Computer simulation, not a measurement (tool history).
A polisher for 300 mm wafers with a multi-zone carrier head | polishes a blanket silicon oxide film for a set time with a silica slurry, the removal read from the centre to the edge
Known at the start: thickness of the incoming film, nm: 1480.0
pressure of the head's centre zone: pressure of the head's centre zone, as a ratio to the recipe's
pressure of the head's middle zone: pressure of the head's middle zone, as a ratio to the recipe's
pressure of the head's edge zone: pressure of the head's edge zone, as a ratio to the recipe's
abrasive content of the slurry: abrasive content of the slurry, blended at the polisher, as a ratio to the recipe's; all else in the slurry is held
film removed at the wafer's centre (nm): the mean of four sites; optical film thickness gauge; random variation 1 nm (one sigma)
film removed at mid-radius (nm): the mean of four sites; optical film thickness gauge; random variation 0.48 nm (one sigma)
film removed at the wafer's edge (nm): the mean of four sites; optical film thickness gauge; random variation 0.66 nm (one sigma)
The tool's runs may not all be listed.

run,hour,flow of slurry (ml/min),pressure of the head's centre zone,pressure of the head's middle zone,pressure of the head's edge zone,abrasive content of the slurry,polishing time (s),film removed at the wafer's centre (nm),film removed at mid-radius (nm),film removed at the wafer's edge (nm)
1,0.0,125,1.00,1.00,1.00,1.00,31,112.440,113.710,112.320
2,6.1,125,0.93,1.00,1.00,1.00,31,105.000,112.260,112.220
3,14.3,125,0.93,1.00,1.00,0.85,31,93.291,102.170,99.746
4,22.6,125,0.93,1.00,1.00,0.75,31,83.763,92.353,90.654
5,29.9,125,1.01,1.00,1.00,0.75,31,94.005,90.956,89.176
6,37.4,120,1.01,0.98,0.98,0.70,31,85.509,83.928,85.555
7,38.8,120,1.03,0.98,0.96,0.65,31,80.768,77.309,76.773
8,39.3,115,1.04,0.97,0.94,0.65,31,80.420,75.432,75.139
9,45.4,110,1.05,0.96,0.93,0.65,31,78.862,75.094,74.480

The next listed run, before its measurement:
10,47.8,105,1.06,0.95,0.91,0.65,31,?,?,?

{"run 10": {"film removed at the wafer's centre (nm)": 82.775, "film removed at mid-radius (nm)": 72.765, "film removed at the wafer's edge (nm)": 73.684}}

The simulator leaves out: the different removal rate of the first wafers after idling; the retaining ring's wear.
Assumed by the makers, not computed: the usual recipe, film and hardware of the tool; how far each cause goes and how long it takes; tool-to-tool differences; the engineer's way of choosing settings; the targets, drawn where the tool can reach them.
